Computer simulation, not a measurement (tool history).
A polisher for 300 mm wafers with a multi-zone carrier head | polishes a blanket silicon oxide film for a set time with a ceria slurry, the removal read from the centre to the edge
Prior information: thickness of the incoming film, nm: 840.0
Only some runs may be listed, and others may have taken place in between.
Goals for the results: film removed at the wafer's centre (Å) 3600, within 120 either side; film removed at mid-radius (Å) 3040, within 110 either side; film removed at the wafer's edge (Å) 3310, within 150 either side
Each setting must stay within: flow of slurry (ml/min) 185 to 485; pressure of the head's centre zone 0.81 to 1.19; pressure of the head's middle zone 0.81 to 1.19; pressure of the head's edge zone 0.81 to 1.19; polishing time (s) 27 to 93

run	hour	flow of slurry (ml/min)	pressure of the head's centre zone	pressure of the head's middle zone	pressure of the head's edge zone	polishing time (s)	film removed at the wafer's centre (Å)	film removed at mid-radius (Å)	film removed at the wafer's edge (Å)
1	0	310	1	1	1	59	2437.4	2335.9	2402.6
2	0.7	345	1	1	1	59	2476.8	2392.8	2406
3	2	345	1	1	0.94	59	2475.9	2386.6	2354.5
4	4.9	395	1	1	0.94	59	2524.2	2387.6	2392.6
5	9.9	405	1.03	0.99	0.99	64	2787.1	2577.5	2629.8
6	13.5	405	1.05	0.98	1.02	68	2968.8	2747.6	2763.9
7	18.6	410	1.06	0.94	1.04	72	3310.4	2769.5	3027.5
8	23.8	410	1.06	0.94	1.05	74	3368.4	2837.3	3117.2
9	26.9	410	1.07	0.94	1.06	75	3447.2	2833.9	3214.9

Pick the move, out of 5, that brings all results within their allowed miss; only one does.
A	30	405	1.06	0.91	1.14	82	?	?	?
B	30	420	1.19	0.91	1.02	73	?	?	?
C	30	430	1.18	0.98	0.98	72	?	?	?
D	30	405	1.08	0.93	1.06	79	?	?	?
E	30	485	1.04	0.98	1.1	74	?	?	?

move	film removed at the wafer's centre (Å)	film removed at mid-radius (Å)	film removed at the wafer's edge (Å)
A	3717.3	3078.1	3622.6
B	3729.1	2746.3	3056.6
C	3655.5	2887.1	2958.1
D	3649.9	3019.7	3363
E	3337.6	2992.9	3238.2
A: the worst result of the last run now meets its target, but another is out of spec
B: its largest miss is bigger than the last run's
C: its largest miss is bigger than the last run's
D: each result inside its tolerance
E: the worst result of the last run now meets its target, but another is out of spec
D meets every target.
